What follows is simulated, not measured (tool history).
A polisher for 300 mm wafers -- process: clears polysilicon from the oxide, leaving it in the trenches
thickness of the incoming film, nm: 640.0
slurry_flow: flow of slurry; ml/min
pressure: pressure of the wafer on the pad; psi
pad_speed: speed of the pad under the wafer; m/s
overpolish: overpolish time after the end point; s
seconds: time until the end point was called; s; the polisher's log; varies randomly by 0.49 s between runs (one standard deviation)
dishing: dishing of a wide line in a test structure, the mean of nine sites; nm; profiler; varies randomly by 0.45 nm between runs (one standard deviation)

run 1 hour=0 | slurry_flow=145 pressure=2.2 pad_speed=1 overpolish=13 | seconds=69.565 dishing=40.193
run 2 hour=7.6 | slurry_flow=150 pressure=2.6 pad_speed=1.02 overpolish=12 | seconds=56.393 dishing=40.971
run 3 hour=9.5 | slurry_flow=155 pressure=2.9 pad_speed=1.02 overpolish=11 | seconds=50.169 dishing=41.543
run 4 hour=16.5 | slurry_flow=155 pressure=3.1 pad_speed=1.04 overpolish=10 | seconds=46.033 dishing=41.026
run 5 hour=22.3 | slurry_flow=160 pressure=3.2 pad_speed=1.06 overpolish=10 | seconds=43.96 dishing=41.665
run 6 hour=23.1 | slurry_flow=160 pressure=2.8 pad_speed=1.06 overpolish=10 | seconds=49.075 dishing=41.116

Expected results for the next run?
run 7 hour=30.9 | slurry_flow=170 pressure=3 pad_speed=1.06 overpolish=10 | seconds=? dishing=?

seconds: 46.446 s
dishing: 41.442 nm
